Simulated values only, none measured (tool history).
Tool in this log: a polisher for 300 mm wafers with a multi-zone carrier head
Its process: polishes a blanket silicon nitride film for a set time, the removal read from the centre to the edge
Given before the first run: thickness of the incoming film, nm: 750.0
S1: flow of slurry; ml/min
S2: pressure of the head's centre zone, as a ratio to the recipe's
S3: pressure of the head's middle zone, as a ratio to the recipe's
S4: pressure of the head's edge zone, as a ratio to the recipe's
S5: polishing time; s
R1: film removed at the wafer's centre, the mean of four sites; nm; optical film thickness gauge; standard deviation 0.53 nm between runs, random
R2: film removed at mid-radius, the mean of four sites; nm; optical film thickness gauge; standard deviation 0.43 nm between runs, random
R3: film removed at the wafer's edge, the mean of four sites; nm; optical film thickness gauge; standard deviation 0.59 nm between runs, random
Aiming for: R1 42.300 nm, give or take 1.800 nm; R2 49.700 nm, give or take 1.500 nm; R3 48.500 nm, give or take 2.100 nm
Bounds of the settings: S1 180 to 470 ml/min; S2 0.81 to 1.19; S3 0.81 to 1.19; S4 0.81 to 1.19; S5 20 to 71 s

run    day   S1    S2    S3    S4  S5      R1      R2      R3
  1  0.000  300  1.00  1.00  1.00  45  59.400  62.739  60.110
  2  0.217  295  0.95  0.98  0.97  43  54.738  58.019  58.666
  3  0.546  295  1.01  0.98  0.97  43  59.804  58.066  58.044
  4  0.646  230  1.01  0.98  0.97  43  57.313  55.845  56.230
  5  0.812  230  0.98  1.00  0.97  41  52.049  55.275  53.089
  6  0.896  230  1.03  1.00  0.97  41  54.897  54.396  51.499
     1.150  -- slurry nozzle cleaned
  7  1.150  220  0.99  1.00  0.97  40  53.392  55.449  52.692
  8  1.379  220  0.95  0.99  0.97  38  48.994  52.449  50.330
  9  1.604  215  0.92  0.98  0.97  37  46.862  50.031  48.590
 10  1.871  215  0.89  0.98  0.98  37  43.460  50.399  50.403
 11  2.100  210  0.89  0.98  0.97  37  44.146  49.676  49.489
 12  2.154  210  0.89  0.98  0.97  37  43.578  50.046  49.494

4 next moves are on the table. One of them brings every result within its allowed miss. Which?
  A  2.208  195  0.86  0.90  0.98  41   ?   ?   ?
  B  2.208  250  0.94  1.03  1.00  35   ?   ?   ?
  C  2.208  180  0.90  1.04  1.04  36   ?   ?   ?
  D  2.208  180  0.81  1.02  0.99  37   ?   ?   ?

move      R1      R2      R3
   A  46.113  51.344  53.439
   B  45.004  50.078  47.344
   C  41.698  49.141  47.651
   D  38.530  49.834  47.848
A: its largest miss is bigger than the last run's
B: its largest miss is bigger than the last run's
C: all results land within tolerance of their targets
D: pushes the last run's worst result past its target
The right move is C.
